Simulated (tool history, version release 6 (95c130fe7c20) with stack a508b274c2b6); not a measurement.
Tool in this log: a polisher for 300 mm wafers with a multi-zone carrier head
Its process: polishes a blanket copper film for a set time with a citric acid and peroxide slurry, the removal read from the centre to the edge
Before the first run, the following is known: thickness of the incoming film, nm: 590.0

run    day  flow of slurry (ml/min)  pressure of the head's centre zone  pressure of the head's middle zone  pressure of the head's edge zone  abrasive content of the slurry  polishing time (s)  film removed at the wafer's centre (angstrom)  film removed at mid-radius (angstrom)  film removed at the wafer's edge (angstrom)
  1  0.000                      130                                1.00                                1.00                              1.00                            1.00                  62                                        1808.90                                 1870.4                                      1817.30
  2  0.308                      130                                1.00                                1.00                              0.97                            1.00                  62                                        1819.50                                 1905.2                                      1796.30
  3  0.346                      125                                0.98                                0.99                              0.96                            0.95                  60                                        1680.20                                 1750.8                                      1667.00
  4  0.654                      125                                0.98                                0.99                              0.96                            1.10                  60                                        1725.10                                 1807.5                                      1756.30
  5  0.871                      125                                0.98                                0.99                              0.96                            1.00                  60                                        1693.50                                 1743.9                                      1726.20
  6  1.038                      125                                0.98                                0.99                              0.96                            1.00                  49                                        1380.50                                 1456.6                                      1392.00
  7  1.179                      120                                0.96                                0.99                              0.95                            0.95                  49                                        1341.40                                 1382.3                                      1364.10
  8  1.292                      115                                0.94                                1.01                              0.95                            0.90                  48                                        1258.60                                 1371.2                                      1314.40
  9  1.579                      110                                0.93                                1.01                              0.94                            0.85                  48                                        1203.40                                 1355.9                                      1259.60
 10  1.900                      105                                0.92                                1.00                              0.93                            0.80                  48                                        1150.10                                 1295.1                                      1221.70
 11  2.121                      105                                0.91                                0.99                              0.92                            0.80                  48                                        1141.10                                 1280.7                                      1231.20
 12  2.388                      105                                0.90                                0.99                              0.91                            0.75                  48                                        1125.50                                 1243.1                                      1213.00
 13  2.438                       85                                0.81                                1.05                              0.82                            0.50                  46                                         819.79                                 1049.0                                       932.76
 14  2.508                       90                                0.81                                1.04                              0.83                            0.50                  46                                         834.36                                 1061.2                                       943.45
 15  2.667                       95                                0.81                                1.03                              0.84                            0.50                  46                                         847.89                                 1085.1                                       956.69
 16  2.846                       95                                0.81                                1.02                              0.85                            0.50                  46                                         845.16                                 1032.7                                       972.08
 17  3.162                      100                                0.81                                1.02                              0.85                            0.50                  46                                         871.60                                 1083.1                                       979.36
 18  3.417                      100                                0.81                                1.02                              0.86                            0.50                  46                                         879.95                                 1096.4                                       990.56
 19  3.525                      100                                0.81                                1.01                              0.86                            0.50                  46                                         874.32                                 1070.6                                       988.28

What does the tool deliver on the next run?
 20  3.688                      100                                0.81                                1.01                              0.87                            0.50                  46                                              ?                                      ?                                            ?

Logged for run 20: film removed at the wafer's centre (angstrom) 874.58, film removed at mid-radius (angstrom) 1091.0, film removed at the wafer's edge (angstrom) 987.95.
